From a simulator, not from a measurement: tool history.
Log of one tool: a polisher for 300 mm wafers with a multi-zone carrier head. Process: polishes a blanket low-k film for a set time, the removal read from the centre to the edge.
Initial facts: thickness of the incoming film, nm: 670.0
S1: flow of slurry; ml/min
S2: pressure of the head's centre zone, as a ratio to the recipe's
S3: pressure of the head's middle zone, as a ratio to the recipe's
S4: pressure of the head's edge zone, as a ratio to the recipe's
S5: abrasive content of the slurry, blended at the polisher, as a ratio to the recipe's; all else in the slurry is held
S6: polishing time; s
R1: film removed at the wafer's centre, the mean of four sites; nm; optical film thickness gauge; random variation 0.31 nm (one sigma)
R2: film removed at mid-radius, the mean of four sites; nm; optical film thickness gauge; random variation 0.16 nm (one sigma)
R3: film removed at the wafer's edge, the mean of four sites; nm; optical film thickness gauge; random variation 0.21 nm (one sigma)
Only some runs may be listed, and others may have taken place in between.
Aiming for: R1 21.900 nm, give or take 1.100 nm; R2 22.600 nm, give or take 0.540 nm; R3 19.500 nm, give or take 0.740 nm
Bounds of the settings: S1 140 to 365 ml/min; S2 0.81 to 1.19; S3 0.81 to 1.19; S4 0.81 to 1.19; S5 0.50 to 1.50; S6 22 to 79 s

| run | hour | S1 | S2 | S3 | S4 | S5 | S6 | R1 | R2 | R3 |
|---|---|---|---|---|---|---|---|---|---|---|
| 1 | 0.0 | 235 | 1.00 | 1.00 | 1.00 | 1.00 | 50 | 25.075 | 25.749 | 24.615 |
| 2 | 2.8 | 235 | 1.00 | 1.00 | 1.05 | 1.00 | 50 | 24.190 | 26.125 | 25.593 |
| 3 | 7.3 | 235 | 1.00 | 1.00 | 1.05 | 1.00 | 43 | 21.245 | 22.582 | 22.101 |
| 4 | 12.9 | 235 | 1.00 | 1.01 | 1.02 | 1.00 | 43 | 21.401 | 22.641 | 21.261 |
| 5 | 19.6 | 235 | 1.00 | 1.02 | 1.00 | 1.00 | 43 | 21.356 | 22.820 | 21.219 |
| 6 | 24.4 | 235 | 0.93 | 1.02 | 1.00 | 1.00 | 43 | 20.169 | 22.394 | 21.654 |
| 7 | 27.9 | 235 | 0.95 | 1.02 | 0.98 | 1.00 | 43 | 20.877 | 23.057 | 21.226 |
| 8 | 31.4 | 230 | 0.96 | 1.02 | 0.97 | 1.00 | 43 | 20.566 | 22.637 | 21.524 |
| 9 | 40.5 | 245 | 0.97 | 1.02 | 0.96 | 1.00 | 43 | 20.316 | 22.933 | 21.268 |
| 10 | 48.8 | 235 | 0.99 | 1.02 | 0.95 | 1.00 | 43 | 21.062 | 22.765 | 21.066 |
| 11 | 54.5 | 235 | 1.01 | 1.02 | 0.94 | 1.00 | 43 | 21.650 | 22.454 | 21.419 |

Pick the move, out of 4, that brings all results within their allowed miss; only one does.
| A | 60.2 | 230 | 1.09 | 1.13 | 0.91 | 0.85 | 45 | ? | ? | ? |
| B | 60.2 | 260 | 1.02 | 0.95 | 0.94 | 1.05 | 44 | ? | ? | ? |
| C | 60.2 | 250 | 1.09 | 1.10 | 0.96 | 0.95 | 41 | ? | ? | ? |
| D | 60.2 | 205 | 1.19 | 1.18 | 0.97 | 1.05 | 39 | ? | ? | ? |

| move | R1 | R2 | R3 |
|---|---|---|---|
| A | 21.551 | 23.392 | 19.407 |
| B | 22.806 | 22.836 | 22.244 |
| C | 21.347 | 22.616 | 19.643 |
| D | 22.798 | 23.540 | 19.468 |
A: brings the result that was furthest off to its target, and leaves another outside
B: further off than the last run
C: every result within its allowed miss
D: brings the result that was furthest off to its target, and leaves another outside
Answer: C
